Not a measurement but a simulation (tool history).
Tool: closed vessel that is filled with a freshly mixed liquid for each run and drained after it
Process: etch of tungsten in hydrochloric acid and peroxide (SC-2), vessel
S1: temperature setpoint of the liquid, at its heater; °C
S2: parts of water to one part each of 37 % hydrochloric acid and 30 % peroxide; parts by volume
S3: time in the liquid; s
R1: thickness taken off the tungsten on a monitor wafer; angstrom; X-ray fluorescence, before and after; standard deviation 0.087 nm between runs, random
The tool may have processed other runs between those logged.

run 1 day=0.000 | S1=50.0 S2=11.5 S3=30 | R1=84.076
run 2 day=0.354 | S1=50.0 S2=9.5 S3=30 | R1=98.388
run 3 day=0.733 | S1=43.0 S2=9.5 S3=30 | R1=61.795
run 4 day=1.038 | S1=43.0 S2=9.5 S3=30 | R1=61.305
run 5 day=1.271 | S1=43.0 S2=12.0 S3=30 | R1=50.520
run 6 day=1.450 | S1=43.0 S2=8.5 S3=30 | R1=67.520
run 7 day=1.496 | S1=45.0 S2=8.5 S3=30 | R1=78.137
run 8 day=1.867 | S1=46.5 S2=8.5 S3=30 | R1=85.837
run 9 day=2.046 | S1=48.0 S2=8.5 S3=30 | R1=94.496
run 10 day=2.171 | S1=49.0 S2=8.5 S3=30 | R1=102.030

Predict the results of run 11:
run 11 day=2.283 | S1=50.0 S2=8.5 S3=30 | R1=?

{"run 11": {"R1": 109.24}}
